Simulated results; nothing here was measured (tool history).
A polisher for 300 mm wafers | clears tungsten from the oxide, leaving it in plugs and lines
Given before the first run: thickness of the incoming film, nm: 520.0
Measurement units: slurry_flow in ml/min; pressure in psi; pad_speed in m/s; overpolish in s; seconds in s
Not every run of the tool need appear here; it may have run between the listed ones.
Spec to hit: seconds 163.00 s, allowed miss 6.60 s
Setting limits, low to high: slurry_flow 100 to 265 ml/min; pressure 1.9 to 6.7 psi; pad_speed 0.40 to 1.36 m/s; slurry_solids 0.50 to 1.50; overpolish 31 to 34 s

Run 1, day 0.000: slurry_flow 170 ml/min, pressure 4.3 psi, pad_speed 0.88 m/s, slurry_solids 1.00, overpolish 31 s. Result: seconds 115.29 s.
Run 2, day 0.075: slurry_flow 170 ml/min, pressure 4.0 psi, pad_speed 0.88 m/s, slurry_solids 1.00, overpolish 31 s. Result: seconds 125.46 s.
Run 3, day 0.100: slurry_flow 195 ml/min, pressure 4.0 psi, pad_speed 0.88 m/s, slurry_solids 1.00, overpolish 31 s. Result: seconds 122.08 s.
Run 4, day 0.267: slurry_flow 170 ml/min, pressure 4.0 psi, pad_speed 0.88 m/s, slurry_solids 1.00, overpolish 31 s. Result: seconds 127.46 s.
Run 5, day 0.350: slurry_flow 165 ml/min, pressure 3.9 psi, pad_speed 0.88 m/s, slurry_solids 1.00, overpolish 31 s. Result: seconds 128.66 s.
Run 6, day 0.625: slurry_flow 195 ml/min, pressure 3.9 psi, pad_speed 0.88 m/s, slurry_solids 1.00, overpolish 31 s. Result: seconds 126.21 s.
Run 7, day 0.667: slurry_flow 195 ml/min, pressure 3.7 psi, pad_speed 0.88 m/s, slurry_solids 1.00, overpolish 31 s. Result: seconds 132.15 s.
Run 8, day 0.967: slurry_flow 185 ml/min, pressure 2.7 psi, pad_speed 0.86 m/s, slurry_solids 1.00, overpolish 31 s. Result: seconds 184.73 s.
Run 9, day 1.321: slurry_flow 190 ml/min, pressure 2.8 psi, pad_speed 0.86 m/s, slurry_solids 1.00, overpolish 31 s. Result: seconds 178.23 s.

Of the 5 settings listed for the next run, only one would bring every result within its allowed miss of target. Which one?
Run A, day 1.675: slurry_flow 200 ml/min, pressure 3.3 psi, pad_speed 0.60 m/s, slurry_solids 0.95, overpolish 31 s. Result: seconds ?.
Run B, day 1.675: slurry_flow 200 ml/min, pressure 2.5 psi, pad_speed 0.88 m/s, slurry_solids 1.00, overpolish 34 s. Result: seconds ?.
Run C, day 1.675: slurry_flow 165 ml/min, pressure 3.1 psi, pad_speed 0.64 m/s, slurry_solids 1.20, overpolish 34 s. Result: seconds ?.
Run D, day 1.675: slurry_flow 215 ml/min, pressure 3.8 psi, pad_speed 0.64 m/s, slurry_solids 1.15, overpolish 31 s. Result: seconds ?.
Run E, day 1.675: slurry_flow 190 ml/min, pressure 2.4 psi, pad_speed 0.84 m/s, slurry_solids 1.05, overpolish 31 s. Result: seconds ?.

move  seconds
   A   207.93
   B   195.29
   C   206.75
   D   164.59
   E   210.90
A: lands further from the targets than the last run did
B: lands further from the targets than the last run did
C: lands further from the targets than the last run did
D: every result within its allowed miss
E: lands further from the targets than the last run did
Correct choice: D, which meets every target

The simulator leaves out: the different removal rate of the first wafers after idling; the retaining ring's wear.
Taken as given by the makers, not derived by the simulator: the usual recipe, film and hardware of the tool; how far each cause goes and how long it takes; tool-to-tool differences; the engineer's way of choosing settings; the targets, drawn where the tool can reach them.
